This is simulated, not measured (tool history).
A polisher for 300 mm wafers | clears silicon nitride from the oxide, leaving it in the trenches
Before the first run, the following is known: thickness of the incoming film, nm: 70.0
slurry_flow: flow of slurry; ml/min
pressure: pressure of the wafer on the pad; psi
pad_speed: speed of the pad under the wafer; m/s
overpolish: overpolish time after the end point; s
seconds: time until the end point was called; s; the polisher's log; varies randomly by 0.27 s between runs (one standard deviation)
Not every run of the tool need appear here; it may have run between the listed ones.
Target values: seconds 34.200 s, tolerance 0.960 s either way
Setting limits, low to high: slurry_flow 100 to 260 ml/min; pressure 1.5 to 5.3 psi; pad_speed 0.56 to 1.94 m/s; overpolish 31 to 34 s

run	hour	slurry_flow	pressure	pad_speed	overpolish	seconds
1	0.0	165	3.4	1.24	31	43.910
2	7.6	170	3.5	1.24	31	43.098
3	9.6	170	3.5	1.38	31	39.664
4	13.5	170	3.6	1.38	31	38.698
5	15.8	170	3.7	1.38	31	37.609
6	20.4	170	2.9	1.38	31	45.834
7	25.0	175	3.1	1.38	31	43.883
8	26.4	175	3.3	1.38	31	41.016

Which single option among these 5 for the next run brings every result within its allowed miss of target? Just one does.
A	27.8	245	3.9	1.24	31	?
B	27.8	165	3.9	1.62	34	?
C	27.8	190	3.6	1.34	31	?
D	27.8	170	3.8	1.50	31	?
E	27.8	180	3.6	1.42	34	?

move	seconds
A	37.972
B	32.202
C	39.487
D	34.934
E	37.974
A: nearer than the last run, and not there yet
B: the result that was furthest off in the last run now lies on the other side of its target
C: nearer than the last run, and not there yet
D: all results in spec
E: nearer than the last run, and not there yet
D meets every target.
